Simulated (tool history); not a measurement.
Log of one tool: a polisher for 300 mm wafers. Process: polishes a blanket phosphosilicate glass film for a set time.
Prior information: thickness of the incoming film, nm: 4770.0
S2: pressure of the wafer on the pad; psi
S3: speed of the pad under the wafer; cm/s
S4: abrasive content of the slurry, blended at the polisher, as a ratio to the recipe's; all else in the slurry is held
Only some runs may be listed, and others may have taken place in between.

Run 1, day 0.000: flow of slurry (ml/min) 290, S2 4.1 psi, S3 102 cm/s, S4 1.0, polishing time (s) 31. Result: film removed (angstrom) 3188.3.
Run 2, day 0.304: flow of slurry (ml/min) 290, S2 4.4 psi, S3 102 cm/s, S4 1.0, polishing time (s) 31. Result: film removed (angstrom) 3510.5.
Run 3, day 0.438: flow of slurry (ml/min) 290, S2 4.6 psi, S3 102 cm/s, S4 1.0, polishing time (s) 31. Result: film removed (angstrom) 3584.3.
Run 4, day 0.767: flow of slurry (ml/min) 290, S2 4.8 psi, S3 102 cm/s, S4 1.0, polishing time (s) 31. Result: film removed (angstrom) 3775.7.
Run 5, day 0.975: flow of slurry (ml/min) 290, S2 5.0 psi, S3 102 cm/s, S4 1.0, polishing time (s) 31. Result: film removed (angstrom) 3931.8.
Run 6, day 1.312: flow of slurry (ml/min) 290, S2 5.0 psi, S3 102 cm/s, S4 0.9, polishing time (s) 31. Result: film removed (angstrom) 3669.7.

For run 7, what comes out?
Run 7, day 1.642: flow of slurry (ml/min) 295, S2 6.1 psi, S3 110 cm/s, S4 0.9, polishing time (s) 31. Result: film removed (angstrom) ?.

film removed (angstrom): 4692.1

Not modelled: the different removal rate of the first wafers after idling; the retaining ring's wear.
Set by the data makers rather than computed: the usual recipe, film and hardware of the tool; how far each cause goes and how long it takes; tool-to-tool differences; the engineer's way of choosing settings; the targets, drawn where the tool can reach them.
